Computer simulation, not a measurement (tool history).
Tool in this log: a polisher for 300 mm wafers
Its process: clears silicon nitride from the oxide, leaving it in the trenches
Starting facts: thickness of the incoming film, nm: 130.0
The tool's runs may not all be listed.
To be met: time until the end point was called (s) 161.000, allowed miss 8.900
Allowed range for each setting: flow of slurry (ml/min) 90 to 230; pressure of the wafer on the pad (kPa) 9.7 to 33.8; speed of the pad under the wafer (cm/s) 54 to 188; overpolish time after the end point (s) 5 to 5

run,hour,flow of slurry (ml/min),pressure of the wafer on the pad (kPa),speed of the pad under the wafer (cm/s),overpolish time after the end point (s),time until the end point was called (s)
1,0.0,150,21.4,120,5,88.827
2,1.5,150,20.0,120,5,92.894
3,8.1,150,18.6,118,5,104.750
4,11.2,150,17.9,118,5,105.830
5,15.4,150,17.9,136,5,95.314
6,17.6,150,21.4,136,5,79.877
7,22.4,150,20.0,134,5,85.572
8,27.7,150,18.6,132,5,94.580
9,28.4,150,17.9,130,5,98.813

Which single option among these 4 for the next run brings every result within its allowed miss of target? Just one does.
A,29.1,145,14.5,112,5,?
B,29.1,140,11.7,118,5,?
C,29.1,155,14.5,86,5,?
D,29.1,115,11.0,120,5,?

move,time until the end point was called (s)
A,138.200
B,161.780
C,176.020
D,176.290
A: closes in on the targets versus the last run, not all within tolerance yet
B: hits every target within its allowed miss
C: takes the biggest miss from the last run beyond its target
D: takes the biggest miss from the last run beyond its target
The move that meets every target is B.
